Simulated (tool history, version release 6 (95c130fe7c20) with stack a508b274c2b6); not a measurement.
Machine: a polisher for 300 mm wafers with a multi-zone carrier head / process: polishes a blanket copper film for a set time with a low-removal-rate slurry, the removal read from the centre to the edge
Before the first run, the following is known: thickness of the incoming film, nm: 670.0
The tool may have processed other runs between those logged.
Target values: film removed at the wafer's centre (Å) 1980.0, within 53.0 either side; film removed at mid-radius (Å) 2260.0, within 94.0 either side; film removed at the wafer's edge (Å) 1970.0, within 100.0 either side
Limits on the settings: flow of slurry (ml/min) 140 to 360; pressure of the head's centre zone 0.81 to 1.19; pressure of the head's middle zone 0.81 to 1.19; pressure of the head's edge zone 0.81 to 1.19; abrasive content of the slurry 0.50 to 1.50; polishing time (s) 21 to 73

run	hour	flow of slurry (ml/min)	pressure of the head's centre zone	pressure of the head's middle zone	pressure of the head's edge zone	abrasive content of the slurry	polishing time (s)	film removed at the wafer's centre (Å)	film removed at mid-radius (Å)	film removed at the wafer's edge (Å)
1	0.0	230	1.00	1.00	1.00	1.00	47	1563.0	1548.9	1524.5
2	5.6	230	1.00	1.00	1.04	1.00	47	1567.4	1538.5	1586.6
3	10.0	230	1.00	1.00	1.01	1.00	47	1556.5	1614.8	1562.5
4	13.1	230	1.00	1.00	1.01	1.10	47	1612.3	1596.6	1612.5
5	20.1	235	1.00	1.03	1.00	1.15	48	1658.1	1698.4	1614.5
6	22.4	240	1.00	1.05	1.01	1.20	49	1698.2	1748.4	1709.9
7	24.0	245	1.00	1.07	1.00	1.25	50	1744.3	1846.2	1705.6
8	27.7	250	1.00	1.09	1.01	1.30	51	1802.1	1940.9	1803.1
9	35.8	255	1.00	1.11	1.01	1.35	51	1816.8	2011.3	1770.5
10	43.6	260	1.00	1.12	1.02	1.35	51	1802.2	2017.7	1788.0
11	45.2	260	1.01	1.13	1.03	1.35	51	1815.4	2023.6	1796.8
12	47.7	265	1.01	1.14	1.04	1.35	51	1824.8	2038.0	1756.1

Exercise: of the 4 proposed moves below, exactly one satisfies all targets within the stated allowed misses. Which move is it?
A	50.2	215	0.94	0.97	1.09	1.45	51	?	?	?
B	50.2	270	1.03	1.10	1.05	1.30	45	?	?	?
C	50.2	260	1.07	1.00	1.11	1.25	58	?	?	?
D	50.2	295	1.03	1.19	1.08	1.50	53	?	?	?

move	film removed at the wafer's centre (Å)	film removed at mid-radius (Å)	film removed at the wafer's edge (Å)
A	1661.1	1802.4	1850.6
B	1636.6	1786.0	1613.6
C	2167.4	2107.6	2116.2
D	1991.4	2316.0	1978.4
A: lands further from the targets than the last run did
B: lands further from the targets than the last run did
C: carries the result that was furthest off beyond its target, to the other side
D: all results land within tolerance of their targets
D is the move that brings every result within its allowed miss.
